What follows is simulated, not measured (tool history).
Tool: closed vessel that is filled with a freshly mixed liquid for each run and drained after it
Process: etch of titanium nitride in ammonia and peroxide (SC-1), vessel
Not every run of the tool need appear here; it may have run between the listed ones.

run	hour	temperature setpoint of the liquid (°C)	parts of water to one part of 30 % peroxide (parts by volume)	parts of 29 % ammonia solution to one part of 30 % peroxide (parts by volume)	time in the liquid (s)	thickness taken off the titanium nitride on a monitor wafer (angstrom)
1	0.0	61.0	28.0	0.65	445	251.11
2	5.2	61.0	35.0	0.65	445	219.37
3	10.0	62.0	35.0	0.65	445	235.89
4	11.0	62.5	35.0	0.65	445	242.97
5	11.9	63.0	35.0	0.65	445	249.81
6	18.0	63.0	35.0	0.65	480	270.41
7	25.2	63.5	35.0	0.65	480	280.76
8	29.5	64.0	35.0	0.65	480	288.77

Run 9 comes next. What will it give?
9	32.9	64.0	35.0	0.65	480	?

Run 9 gave thickness taken off the titanium nitride on a monitor wafer (angstrom) 285.90.

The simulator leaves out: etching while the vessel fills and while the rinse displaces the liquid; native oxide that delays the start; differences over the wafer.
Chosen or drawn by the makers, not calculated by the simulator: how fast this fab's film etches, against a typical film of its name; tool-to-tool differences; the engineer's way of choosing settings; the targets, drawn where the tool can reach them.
